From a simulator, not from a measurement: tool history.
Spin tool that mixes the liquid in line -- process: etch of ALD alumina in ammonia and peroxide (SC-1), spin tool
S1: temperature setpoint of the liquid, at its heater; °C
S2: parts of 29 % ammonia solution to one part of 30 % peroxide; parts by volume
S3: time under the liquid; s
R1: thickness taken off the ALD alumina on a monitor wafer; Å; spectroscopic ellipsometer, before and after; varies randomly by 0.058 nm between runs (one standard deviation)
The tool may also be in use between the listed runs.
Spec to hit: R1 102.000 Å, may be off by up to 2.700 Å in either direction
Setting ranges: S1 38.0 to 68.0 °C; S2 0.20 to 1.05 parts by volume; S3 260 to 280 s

Run 1, hour 0.0: S1 52.0 °C, S2 0.55 parts by volume, S3 260 s. Result: R1 142.260 Å.
Run 2, hour 1.1: S1 51.0 °C, S2 0.55 parts by volume, S3 260 s. Result: R1 133.940 Å.
Run 3, hour 7.8: S1 50.0 °C, S2 0.55 parts by volume, S3 260 s. Result: R1 126.530 Å.
Run 4, hour 11.7: S1 52.5 °C, S2 0.55 parts by volume, S3 260 s. Result: R1 144.150 Å.
Run 5, hour 17.2: S1 52.5 °C, S2 0.75 parts by volume, S3 260 s. Result: R1 149.520 Å.
Run 6, hour 23.2: S1 52.5 °C, S2 0.75 parts by volume, S3 280 s. Result: R1 160.500 Å.
Run 7, hour 30.3: S1 52.5 °C, S2 0.75 parts by volume, S3 280 s. Result: R1 162.960 Å.
Run 8, hour 31.4: S1 51.0 °C, S2 0.75 parts by volume, S3 280 s. Result: R1 149.100 Å.
Run 9, hour 39.2: S1 49.5 °C, S2 0.75 parts by volume, S3 280 s. Result: R1 136.200 Å.
Run 10, hour 39.8: S1 48.5 °C, S2 0.75 parts by volume, S3 280 s. Result: R1 129.430 Å.
Run 11, hour 43.1: S1 47.5 °C, S2 0.75 parts by volume, S3 280 s. Result: R1 121.250 Å.
Run 12, hour 51.3: S1 47.0 °C, S2 0.75 parts by volume, S3 280 s. Result: R1 119.490 Å.
Run 13, hour 54.4: S1 46.5 °C, S2 0.75 parts by volume, S3 280 s. Result: R1 115.340 Å.
Run 14, hour 55.1: S1 46.0 °C, S2 0.75 parts by volume, S3 280 s. Result: R1 111.860 Å.
Run 15, hour 59.2: S1 45.5 °C, S2 0.75 parts by volume, S3 280 s. Result: R1 110.360 Å.
Run 16, hour 66.8: S1 45.0 °C, S2 0.75 parts by volume, S3 280 s. Result: R1 105.030 Å.

Which of these 4 next moves meets every target?
Run A, hour 74.4: S1 44.5 °C, S2 0.75 parts by volume, S3 260 s. Result: R1 ?.
Run B, hour 74.4: S1 47.0 °C, S2 0.55 parts by volume, S3 260 s. Result: R1 ?.
Run C, hour 74.4: S1 46.0 °C, S2 0.65 parts by volume, S3 260 s. Result: R1 ?.
Run D, hour 74.4: S1 47.0 °C, S2 0.60 parts by volume, S3 260 s. Result: R1 ?.

move       R1
   A   96.471
   B  107.910
   C  103.640
   D  108.810
A: takes the biggest miss from the last run beyond its target
B: lands further from the targets than the last run did
C: every result lands within tolerance
D: lands further from the targets than the last run did
Go with C: it meets all targets.

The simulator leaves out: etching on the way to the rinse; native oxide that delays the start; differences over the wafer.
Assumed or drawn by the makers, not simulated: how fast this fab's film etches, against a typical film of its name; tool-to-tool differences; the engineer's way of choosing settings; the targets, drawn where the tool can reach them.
